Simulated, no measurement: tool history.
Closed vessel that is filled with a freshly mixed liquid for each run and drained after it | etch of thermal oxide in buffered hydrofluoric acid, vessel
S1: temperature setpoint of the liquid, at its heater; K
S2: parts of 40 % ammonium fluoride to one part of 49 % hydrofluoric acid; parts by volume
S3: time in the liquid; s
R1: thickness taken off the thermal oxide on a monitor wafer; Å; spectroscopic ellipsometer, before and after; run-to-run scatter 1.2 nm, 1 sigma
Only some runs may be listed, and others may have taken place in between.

run,day,S1,S2,S3,R1
1,0,298.15,9.5,85,1091.3
2,0.246,300.15,9.5,85,1206.8
3,0.604,301.15,8.5,85,1416.3
4,0.879,301.15,8.5,90,1475.7
5,1.083,301.15,8.5,85,1412.8
6,1.188,301.15,8.5,90,1493.9

Predict the results of run 7:
7,1.55,302.15,8,90,?

R1: 1680.7 Å

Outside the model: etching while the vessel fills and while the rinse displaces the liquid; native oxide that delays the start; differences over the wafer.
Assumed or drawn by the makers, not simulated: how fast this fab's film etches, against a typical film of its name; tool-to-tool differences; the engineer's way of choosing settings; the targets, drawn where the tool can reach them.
